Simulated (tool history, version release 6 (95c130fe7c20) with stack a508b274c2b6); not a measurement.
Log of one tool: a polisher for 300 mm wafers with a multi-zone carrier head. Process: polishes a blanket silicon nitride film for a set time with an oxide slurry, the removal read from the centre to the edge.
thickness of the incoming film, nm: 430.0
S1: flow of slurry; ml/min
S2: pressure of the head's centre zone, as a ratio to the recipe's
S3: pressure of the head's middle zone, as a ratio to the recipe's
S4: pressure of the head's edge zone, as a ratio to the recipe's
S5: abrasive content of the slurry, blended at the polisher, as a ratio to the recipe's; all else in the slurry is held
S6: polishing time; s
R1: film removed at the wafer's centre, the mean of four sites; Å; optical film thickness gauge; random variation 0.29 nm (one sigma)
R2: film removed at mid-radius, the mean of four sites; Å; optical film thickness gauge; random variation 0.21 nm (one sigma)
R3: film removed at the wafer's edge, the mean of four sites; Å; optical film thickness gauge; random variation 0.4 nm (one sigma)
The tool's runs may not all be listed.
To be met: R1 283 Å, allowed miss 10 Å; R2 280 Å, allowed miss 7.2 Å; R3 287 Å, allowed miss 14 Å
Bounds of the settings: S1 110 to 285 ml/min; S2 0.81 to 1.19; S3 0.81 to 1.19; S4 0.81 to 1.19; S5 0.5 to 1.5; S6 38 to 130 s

run	hour	S1	S2	S3	S4	S5	S6	R1	R2	R3
1	0	180	1	1	1	1	84	365.58	374.41	377.39
2	8	180	1	1	1.06	1	84	362.37	374.97	380.06
3	16.7	180	1	1	1.05	0.95	84	354.11	366.03	366.7
4	22.5	180	1	1	1.05	0.95	95	404.06	406.51	420.26
5	29.4	180	0.93	1	1.05	0.95	95	376.45	407.84	411.38
6	32.3	180	0.93	1	1.09	0.95	95	381.48	412.88	418.44
7	33.8	180	0.93	0.99	1.07	0.9	94	356.65	386.23	391.28
8	42	185	0.93	0.98	1.04	0.85	94	349.36	372.32	375.89
9	49.6	190	0.92	0.96	1.02	0.8	94	324.57	353.97	361.85
10	51.8	190	0.93	0.95	1	0.75	94	305.95	329.83	338.41
11	53.9	190	0.94	0.94	0.98	0.75	94	315.35	324.61	333.74
12	56.8	185	0.94	0.93	0.96	0.75	94	318.02	317.38	329.25
13	64.6	180	0.93	0.93	0.95	0.75	94	308.25	320.81	326.37
14	68.6	140	0.95	0.83	0.85	0.6	94	233.56	213.99	238.87
# hour 72.8: slurry nozzle cleaned
15	72.8	155	0.94	0.83	0.85	0.6	94	260.28	238.89	254.98
16	75	160	0.93	0.83	0.85	0.6	94	255.86	238.49	255.4
17	83.6	165	0.92	0.83	0.85	0.6	94	257.7	243.05	253.22

Which of these 5 next moves meets every target?
A	92.2	150	0.94	0.9	0.9	0.6	104	?	?	?
B	92.2	205	1.04	0.81	0.81	0.6	75	?	?	?
C	92.2	225	0.93	0.92	0.81	0.75	79	?	?	?
D	92.2	225	1	0.88	0.87	0.5	95	?	?	?
E	92.2	150	0.81	0.84	0.91	0.55	114	?	?	?

move	R1	R2	R3
A	282.75	279.96	290.72
B	240.59	195.92	208.78
C	288.38	291.41	278.11
D	232.16	210.11	214.97
E	238.98	260.03	287.33
A: meets every target
B: further off than the last run
C: takes the result that was furthest off past its target
D: further off than the last run
E: nearer than the last run, and not there yet
The right move is A.
